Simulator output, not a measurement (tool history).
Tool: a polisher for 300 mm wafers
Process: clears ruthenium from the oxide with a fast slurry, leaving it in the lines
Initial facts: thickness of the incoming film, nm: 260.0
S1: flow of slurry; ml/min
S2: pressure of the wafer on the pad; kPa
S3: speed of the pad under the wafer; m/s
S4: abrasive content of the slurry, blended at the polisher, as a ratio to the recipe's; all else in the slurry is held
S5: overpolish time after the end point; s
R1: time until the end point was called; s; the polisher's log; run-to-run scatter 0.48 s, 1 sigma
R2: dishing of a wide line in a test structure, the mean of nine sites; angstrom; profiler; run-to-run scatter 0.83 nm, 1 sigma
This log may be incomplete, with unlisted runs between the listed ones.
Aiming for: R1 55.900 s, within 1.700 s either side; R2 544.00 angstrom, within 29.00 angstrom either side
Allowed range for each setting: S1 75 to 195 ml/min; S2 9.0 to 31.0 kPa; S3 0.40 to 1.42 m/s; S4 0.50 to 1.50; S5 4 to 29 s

run,day,S1,S2,S3,S4,S5,R1,R2
1,0.000,125,20.0,0.90,1.00,15,70.699,444.74
2,0.112,140,21.4,0.90,1.00,15,63.804,470.31
3,0.362,140,21.4,0.90,0.90,15,67.137,464.53
4,0.558,150,22.1,0.90,0.90,15,63.223,501.92
5,0.871,160,22.1,0.90,0.90,15,62.447,489.31
6,0.900,160,22.1,0.90,0.90,12,62.984,409.44
7,1.200,160,22.8,0.90,0.90,13,61.302,447.01
8,1.350,165,23.4,0.90,0.90,14,58.209,475.20
9,1.371,170,23.4,0.90,0.90,15,59.340,523.07

Which one of the following 5 next-run settings gets every result inside its allowed miss? There is exactly one.
A,1.392,170,24.1,0.94,0.85,15,?,?
B,1.392,165,20.7,1.02,0.75,14,?,?
C,1.392,170,22.1,0.90,0.90,14,?,?
D,1.392,170,22.1,0.88,0.95,15,?,?
E,1.392,150,24.1,0.88,0.80,15,?,?

move,R1,R2
A,56.393,543.19
B,64.654,453.59
C,62.387,468.16
D,62.230,498.58
E,62.442,497.10
A: every result lands within tolerance
B: the biggest miss grows against the last run
C: the biggest miss grows against the last run
D: the biggest miss grows against the last run
E: the biggest miss grows against the last run
A is the move that brings every result within its allowed miss.

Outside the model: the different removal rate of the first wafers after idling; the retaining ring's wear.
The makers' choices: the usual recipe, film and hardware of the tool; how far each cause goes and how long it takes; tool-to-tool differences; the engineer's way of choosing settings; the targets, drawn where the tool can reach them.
